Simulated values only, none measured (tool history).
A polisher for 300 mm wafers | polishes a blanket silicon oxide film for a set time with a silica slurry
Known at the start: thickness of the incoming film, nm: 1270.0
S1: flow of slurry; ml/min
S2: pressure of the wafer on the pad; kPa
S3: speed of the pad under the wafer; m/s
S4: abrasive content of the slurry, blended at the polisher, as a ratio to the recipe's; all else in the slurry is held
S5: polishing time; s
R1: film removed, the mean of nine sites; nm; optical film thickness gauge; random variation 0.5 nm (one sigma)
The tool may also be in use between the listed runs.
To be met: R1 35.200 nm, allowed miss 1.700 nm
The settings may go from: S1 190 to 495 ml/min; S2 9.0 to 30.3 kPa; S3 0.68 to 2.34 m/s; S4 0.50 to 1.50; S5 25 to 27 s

| run | hour | S1 | S2 | S3 | S4 | S5 | R1 |
|---|---|---|---|---|---|---|---|
| 1 | 0.0 | 320 | 19.3 | 1.50 | 1.00 | 27 | 59.529 |
| 2 | 1.7 | 320 | 17.2 | 1.48 | 1.00 | 27 | 52.543 |
| 3 | 7.0 | 320 | 20.0 | 1.48 | 1.00 | 27 | 62.148 |
| 4 | 14.5 | 320 | 17.9 | 1.46 | 1.00 | 27 | 54.140 |
| 5 | 21.4 | 320 | 17.9 | 1.22 | 1.00 | 27 | 47.367 |
| 6 | 24.3 | 320 | 16.5 | 1.22 | 1.00 | 27 | 43.808 |
| 7 | 33.2 | 320 | 15.9 | 1.22 | 1.00 | 27 | 42.164 |
| 8 | 42.2 | 320 | 15.2 | 1.22 | 1.00 | 27 | 40.627 |
| 9 | 46.9 | 320 | 14.5 | 1.22 | 1.00 | 27 | 38.082 |

5 next moves are on the table. One of them brings every result within its allowed miss. Which?
| A | 51.6 | 270 | 18.6 | 0.76 | 0.95 | 26 | ? |
| B | 51.6 | 380 | 14.5 | 0.90 | 1.15 | 27 | ? |
| C | 51.6 | 280 | 17.2 | 1.30 | 1.00 | 25 | ? |
| D | 51.6 | 315 | 15.9 | 1.08 | 1.00 | 25 | ? |
| E | 51.6 | 350 | 13.1 | 1.08 | 1.15 | 25 | ? |

| move | R1 |
|---|---|
| A | 31.162 |
| B | 32.484 |
| C | 43.854 |
| D | 35.305 |
| E | 31.411 |
A: takes the result that was furthest off past its target
B: takes the result that was furthest off past its target
C: further off than the last run
D: meets every target
E: takes the result that was furthest off past its target
Answer: D

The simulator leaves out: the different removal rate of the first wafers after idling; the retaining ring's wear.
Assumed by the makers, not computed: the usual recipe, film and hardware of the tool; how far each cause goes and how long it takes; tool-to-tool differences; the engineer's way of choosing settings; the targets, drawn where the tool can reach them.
